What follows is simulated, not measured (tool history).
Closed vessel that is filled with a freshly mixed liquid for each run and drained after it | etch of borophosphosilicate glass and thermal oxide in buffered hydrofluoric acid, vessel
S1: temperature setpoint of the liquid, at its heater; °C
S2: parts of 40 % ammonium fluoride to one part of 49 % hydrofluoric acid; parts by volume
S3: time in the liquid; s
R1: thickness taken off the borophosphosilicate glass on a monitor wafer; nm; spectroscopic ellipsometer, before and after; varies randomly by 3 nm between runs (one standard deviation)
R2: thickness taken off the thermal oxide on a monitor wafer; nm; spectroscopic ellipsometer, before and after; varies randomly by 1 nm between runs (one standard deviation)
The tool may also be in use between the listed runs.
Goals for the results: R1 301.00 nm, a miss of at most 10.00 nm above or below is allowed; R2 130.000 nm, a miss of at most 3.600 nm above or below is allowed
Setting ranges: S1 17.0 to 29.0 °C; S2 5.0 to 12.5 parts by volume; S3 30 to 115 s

{"run": 1, "hour": 0.0, "S1": 21.0, "S2": 7.5, "S3": 60, "R1": 194.49, "R2": 84.43}
{"run": 2, "hour": 2.8, "S1": 23.0, "S2": 7.5, "S3": 60, "R1": 215.33, "R2": 95.866}
{"run": 3, "hour": 10.1, "S1": 25.0, "S2": 7.5, "S3": 60, "R1": 239.49, "R2": 105.81}
{"run": 4, "hour": 17.8, "S1": 25.0, "S2": 6.5, "S3": 60, "R1": 276.74, "R2": 122.88}
{"run": 5, "hour": 26.5, "S1": 25.0, "S2": 5.0, "S3": 60, "R1": 350.72, "R2": 155.51}
{"run": 6, "hour": 30.6, "S1": 25.0, "S2": 5.0, "S3": 45, "R1": 259.32, "R2": 113.45}
{"run": 7, "hour": 35.4, "S1": 25.0, "S2": 5.0, "S3": 45, "R1": 264.28, "R2": 114.21}
{"run": 8, "hour": 42.7, "S1": 25.5, "S2": 5.0, "S3": 45, "R1": 268.36, "R2": 119.36}

Below are 4 possible settings for the next run. Only one of them brings all results inside the allowed miss of their targets. Which is it?
{"run": "A", "hour": 50.0, "S1": 20.5, "S2": 5.5, "S3": 75, "R1": "?", "R2": "?"}
{"run": "B", "hour": 50.0, "S1": 29.0, "S2": 5.0, "S3": 45, "R1": "?", "R2": "?"}
{"run": "C", "hour": 50.0, "S1": 22.0, "S2": 5.0, "S3": 60, "R1": "?", "R2": "?"}
{"run": "D", "hour": 50.0, "S1": 17.0, "S2": 5.0, "S3": 75, "R1": "?", "R2": "?"}

move=A R1=313.10 R2=137.670
move=B R1=321.05 R2=141.800
move=C R1=295.48 R2=129.720
move=D R1=280.67 R2=122.540
A: the result that was furthest off in the last run now lies on the other side of its target
B: the result that was furthest off in the last run now lies on the other side of its target
C: meets every target
D: moves toward the targets from the last run without getting all of them in spec
Move C is the one to make.

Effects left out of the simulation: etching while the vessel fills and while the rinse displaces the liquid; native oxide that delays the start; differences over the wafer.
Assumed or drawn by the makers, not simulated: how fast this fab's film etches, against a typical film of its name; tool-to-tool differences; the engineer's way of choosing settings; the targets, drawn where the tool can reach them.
